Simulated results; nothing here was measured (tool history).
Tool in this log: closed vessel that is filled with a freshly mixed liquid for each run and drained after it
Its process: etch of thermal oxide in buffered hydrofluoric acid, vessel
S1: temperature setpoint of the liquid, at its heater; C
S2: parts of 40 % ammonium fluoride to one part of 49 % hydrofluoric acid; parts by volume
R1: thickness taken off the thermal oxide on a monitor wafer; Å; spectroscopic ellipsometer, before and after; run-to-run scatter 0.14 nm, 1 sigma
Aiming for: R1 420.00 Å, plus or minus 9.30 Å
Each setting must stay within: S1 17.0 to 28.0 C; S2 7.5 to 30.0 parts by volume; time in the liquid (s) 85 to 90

Run 1, hour 0.0: S1 20.0 C, S2 22.0 parts by volume, time in the liquid (s) 85. Result: R1 365.56 Å.
Run 2, hour 2.3: S1 20.5 C, S2 22.0 parts by volume, time in the liquid (s) 85. Result: R1 372.87 Å.
Run 3, hour 9.7: S1 20.5 C, S2 26.5 parts by volume, time in the liquid (s) 85. Result: R1 329.39 Å.
Run 4, hour 12.3: S1 20.5 C, S2 21.5 parts by volume, time in the liquid (s) 85. Result: R1 380.74 Å.
Run 5, hour 16.0: S1 20.5 C, S2 27.5 parts by volume, time in the liquid (s) 85. Result: R1 319.36 Å.
Run 6, hour 19.4: S1 22.0 C, S2 27.5 parts by volume, time in the liquid (s) 85. Result: R1 350.79 Å.
Run 7, hour 26.3: S1 23.0 C, S2 27.5 parts by volume, time in the liquid (s) 85. Result: R1 369.90 Å.
Run 8, hour 27.0: S1 23.5 C, S2 27.5 parts by volume, time in the liquid (s) 85. Result: R1 379.83 Å.
Run 9, hour 31.5: S1 24.0 C, S2 27.5 parts by volume, time in the liquid (s) 85. Result: R1 393.17 Å.
Run 10, hour 34.3: S1 24.5 C, S2 27.5 parts by volume, time in the liquid (s) 85. Result: R1 401.26 Å.

Exercise: of the 4 proposed moves below, exactly one satisfies all targets within the stated allowed misses. Which move is it?
Run A, hour 37.1: S1 24.5 C, S2 29.0 parts by volume, time in the liquid (s) 85. Result: R1 ?.
Run B, hour 37.1: S1 22.5 C, S2 29.5 parts by volume, time in the liquid (s) 90. Result: R1 ?.
Run C, hour 37.1: S1 25.5 C, S2 30.0 parts by volume, time in the liquid (s) 90. Result: R1 ?.
Run D, hour 37.1: S1 23.0 C, S2 25.0 parts by volume, time in the liquid (s) 85. Result: R1 ?.

move      R1
   A  385.10
   B  360.87
   C  420.78
   D  392.74
A: misses by more than the last run did
B: misses by more than the last run did
C: hits every target within its allowed miss
D: misses by more than the last run did
So the answer is move C, the one that meets all the targets.
